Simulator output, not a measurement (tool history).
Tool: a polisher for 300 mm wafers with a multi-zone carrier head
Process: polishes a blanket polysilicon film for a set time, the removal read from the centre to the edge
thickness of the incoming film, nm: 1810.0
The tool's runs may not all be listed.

run  hour  flow of slurry (ml/min)  pressure of the head's centre zone  pressure of the head's middle zone  pressure of the head's edge zone  polishing time (s)  film removed at the wafer's centre (nm)  film removed at mid-radius (nm)  film removed at the wafer's edge (nm)
  1   0.0                      195                                1.00                                1.00                              1.00                  86                                   616.13                           642.27                                 622.85
  2   6.1                      195                                0.96                                1.00                              1.00                  86                                   595.67                           648.37                                 625.45
  3  12.7                      205                                0.99                                1.02                              1.01                  87                                   642.04                           660.79                                 630.72
  4  18.6                      215                                0.99                                1.03                              1.02                  88                                   622.78                           680.68                                 649.05
  5  27.6                      215                                1.02                                1.04                              1.02                  90                                   666.84                           696.92                                 669.51
  6  35.0                      255                                1.02                                1.04                              1.02                  90                                   697.59                           708.82                                 677.63

The next listed run, before its measurement:
  7  41.9                      260                                1.03                                1.05                              1.02                  90                                        ?                                ?                                      ?

{"run 7": {"film removed at the wafer's centre (nm)": 704.12, "film removed at mid-radius (nm)": 733.85, "film removed at the wafer's edge (nm)": 670.45}}
